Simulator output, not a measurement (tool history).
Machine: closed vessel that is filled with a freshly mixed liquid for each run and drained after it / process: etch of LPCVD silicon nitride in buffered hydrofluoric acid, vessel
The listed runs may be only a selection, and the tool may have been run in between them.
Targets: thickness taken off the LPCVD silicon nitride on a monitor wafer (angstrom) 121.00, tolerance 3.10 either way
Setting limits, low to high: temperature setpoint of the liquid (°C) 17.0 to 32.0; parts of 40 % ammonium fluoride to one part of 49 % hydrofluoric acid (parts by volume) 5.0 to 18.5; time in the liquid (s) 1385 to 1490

run  hour  temperature setpoint of the liquid (°C)  parts of 40 % ammonium fluoride to one part of 49 % hydrofluoric acid (parts by volume)  time in the liquid (s)  thickness taken off the LPCVD silicon nitride on a monitor wafer (angstrom)
  1   0.0                                     24.0                                                                                     11.5                    1385                                                                       190.58
  2   7.5                                     26.0                                                                                     11.5                    1385                                                                       212.18
  3  16.2                                     26.0                                                                                     11.5                    1490                                                                       229.99
  4  20.6                                     23.5                                                                                     12.5                    1490                                                                       185.66
  5  26.3                                     22.0                                                                                     13.0                    1490                                                                       163.85
  6  33.6                                     20.0                                                                                     13.0                    1490                                                                       145.37
  7  42.1                                     19.0                                                                                     13.0                    1490                                                                       138.34
  8  44.6                                     18.5                                                                                     13.0                    1490                                                                       133.14
  9  49.4                                     18.0                                                                                     13.0                    1490                                                                       130.27

Exactly one of the 5 candidate moves below puts every result within its allowed miss. Which one?
  A  54.2                                     18.5                                                                                     13.0                    1450                                                                            ?
  B  54.2                                     17.5                                                                                     13.0                    1430                                                                            ?
  C  54.2                                     18.5                                                                                     13.0                    1415                                                                            ?
  D  54.2                                     20.5                                                                                     13.5                    1465                                                                            ?
  E  54.2                                     18.0                                                                                     12.0                    1475                                                                            ?

move  thickness taken off the LPCVD silicon nitride on a monitor wafer (angstrom)
   A                                                                       130.66
   B                                                                       121.75
   C                                                                       127.51
   D                                                                       142.36
   E                                                                       139.74
A: about as far from the targets as the last run
B: each result inside its tolerance
C: better than the last run, though not everything is in spec
D: lands further from the targets than the last run did
E: lands further from the targets than the last run did
Go with B: it meets all targets.
